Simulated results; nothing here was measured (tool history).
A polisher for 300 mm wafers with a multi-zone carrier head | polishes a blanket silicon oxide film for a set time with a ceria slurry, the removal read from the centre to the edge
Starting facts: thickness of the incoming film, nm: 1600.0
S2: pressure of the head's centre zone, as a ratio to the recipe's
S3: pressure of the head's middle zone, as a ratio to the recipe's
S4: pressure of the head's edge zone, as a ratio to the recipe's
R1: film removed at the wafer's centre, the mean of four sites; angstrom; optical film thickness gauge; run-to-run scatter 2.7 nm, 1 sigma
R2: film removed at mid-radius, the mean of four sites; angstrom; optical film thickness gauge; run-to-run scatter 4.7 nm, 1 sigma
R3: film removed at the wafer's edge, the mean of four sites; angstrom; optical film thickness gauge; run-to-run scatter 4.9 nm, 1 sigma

{"run": 1, "day": 0.0, "flow of slurry (ml/min)": 215, "S2": 1, "S3": 1, "S4": 1, "polishing time (s)": 67, "R1": 4510.5, "R2": 4976, "R3": 4927.8}
{"run": 2, "day": 0.238, "flow of slurry (ml/min)": 215, "S2": 1.01, "S3": 1, "S4": 0.98, "polishing time (s)": 65, "R1": 4345.7, "R2": 4827, "R3": 4807.6}
{"run": 3, "day": 0.608, "flow of slurry (ml/min)": 225, "S2": 1.03, "S3": 1, "S4": 0.96, "polishing time (s)": 63, "R1": 4330.5, "R2": 4743.1, "R3": 4564.1}
{"run": 4, "day": 0.658, "flow of slurry (ml/min)": 230, "S2": 1.04, "S3": 0.99, "S4": 0.95, "polishing time (s)": 62, "R1": 4386.5, "R2": 4600.1, "R3": 4407}
{"run": 5, "day": 0.825, "flow of slurry (ml/min)": 230, "S2": 1.04, "S3": 0.98, "S4": 0.94, "polishing time (s)": 61, "R1": 4273, "R2": 4387.9, "R3": 4310}
{"run": 6, "day": 1.138, "flow of slurry (ml/min)": 260, "S2": 1.04, "S3": 0.98, "S4": 0.94, "polishing time (s)": 61, "R1": 4316.9, "R2": 4580, "R3": 4470.9}
{"run": 7, "day": 1.442, "flow of slurry (ml/min)": 250, "S2": 1.04, "S3": 0.98, "S4": 0.93, "polishing time (s)": 61, "R1": 4310.4, "R2": 4505.4, "R3": 4447.6}
{"run": 8, "day": 1.717, "flow of slurry (ml/min)": 240, "S2": 1.04, "S3": 0.98, "S4": 0.92, "polishing time (s)": 60, "R1": 4253.6, "R2": 4485.5, "R3": 4324.1}
{"run": 9, "day": 1.871, "flow of slurry (ml/min)": 205, "S2": 1.09, "S3": 0.9, "S4": 0.82, "polishing time (s)": 50, "R1": 3581.2, "R2": 3414.4, "R3": 3398}
{"run": 10, "day": 2.154, "flow of slurry (ml/min)": 210, "S2": 1.09, "S3": 0.91, "S4": 0.82, "polishing time (s)": 50, "R1": 3577.1, "R2": 3461.1, "R3": 3295.6}

Estimate the outcome of run 11 from the log above:
{"run": 11, "day": 2.475, "flow of slurry (ml/min)": 215, "S2": 1.09, "S3": 0.91, "S4": 0.83, "polishing time (s)": 50, "R1": "?", "R2": "?", "R3": "?"}

R1: 3637.8 angstrom
R2: 3455.1 angstrom
R3: 3428.3 angstrom
